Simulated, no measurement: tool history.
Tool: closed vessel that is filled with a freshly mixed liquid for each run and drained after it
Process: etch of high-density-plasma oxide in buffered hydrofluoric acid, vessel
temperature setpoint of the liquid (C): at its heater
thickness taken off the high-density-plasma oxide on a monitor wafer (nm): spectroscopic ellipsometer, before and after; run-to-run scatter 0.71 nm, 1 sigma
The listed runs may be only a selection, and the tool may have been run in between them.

run	hour	temperature setpoint of the liquid (C)	parts of 40 % ammonium fluoride to one part of 49 % hydrofluoric acid (parts by volume)	time in the liquid (s)	thickness taken off the high-density-plasma oxide on a monitor wafer (nm)
1	0.0	22.0	16.5	95	95.696
2	8.3	24.5	16.5	95	108.370
3	13.4	26.0	16.0	95	122.570
4	19.7	27.0	16.0	95	128.650
5	27.0	27.0	16.0	95	128.070
6	30.4	24.0	16.0	95	108.760
7	32.4	25.5	16.0	95	118.390
8	39.3	27.0	16.0	95	128.650
9	47.2	28.0	16.0	95	136.860
10	54.1	28.5	16.0	95	139.200
11	62.1	29.0	16.0	95	143.560

Run 12 is up next; what results do you expect?
12	63.7	29.5	16.0	95	?

thickness taken off the high-density-plasma oxide on a monitor wafer (nm): 146.960
